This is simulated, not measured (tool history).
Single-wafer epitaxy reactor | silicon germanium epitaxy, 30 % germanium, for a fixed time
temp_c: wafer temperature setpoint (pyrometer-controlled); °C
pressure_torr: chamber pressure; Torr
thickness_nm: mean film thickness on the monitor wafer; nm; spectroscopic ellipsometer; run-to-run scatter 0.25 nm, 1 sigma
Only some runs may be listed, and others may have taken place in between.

run,hour,temp_c,pressure_torr,thickness_nm
1,0.0,615,26.6,86.369
2,8.4,613,26.5,83.268
3,14.1,613,30.1,87.706
4,21.7,613,34.2,92.162
5,28.4,603,34.2,75.226
6,32.8,602,34.2,73.835

The next listed run, before its measurement:
7,40.4,601,34.2,?

thickness_nm: 71.911 nm
